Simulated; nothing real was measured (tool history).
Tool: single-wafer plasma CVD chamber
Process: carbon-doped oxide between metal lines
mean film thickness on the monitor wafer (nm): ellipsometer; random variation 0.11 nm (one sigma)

run  hour  heater temperature setpoint (°C)  chamber pressure (Torr)  RF power (W)  deposition time (s)  mean film thickness on the monitor wafer (nm)
  1   0.0                               370                     4.64           490                 7.62                                         35.984
  2   7.8                               370                     5.46           490                 7.62                                         37.238
  3   9.7                               371                     5.04           455                 7.56                                         34.854
  4  17.8                               372                     4.69           430                 7.52                                         33.080
  5  20.4                               372                     4.69           430                 7.62                                         33.502
  6  24.5                               372                     5.43           430                 7.62                                         34.085
  7  30.7                               372                     5.43           430                 7.62                                         34.309

The next listed run, before its measurement:
  8  38.0                               373                     5.16           405                 7.58                                              ?

{"run 8": {"mean film thickness on the monitor wafer (nm)": 32.324}}

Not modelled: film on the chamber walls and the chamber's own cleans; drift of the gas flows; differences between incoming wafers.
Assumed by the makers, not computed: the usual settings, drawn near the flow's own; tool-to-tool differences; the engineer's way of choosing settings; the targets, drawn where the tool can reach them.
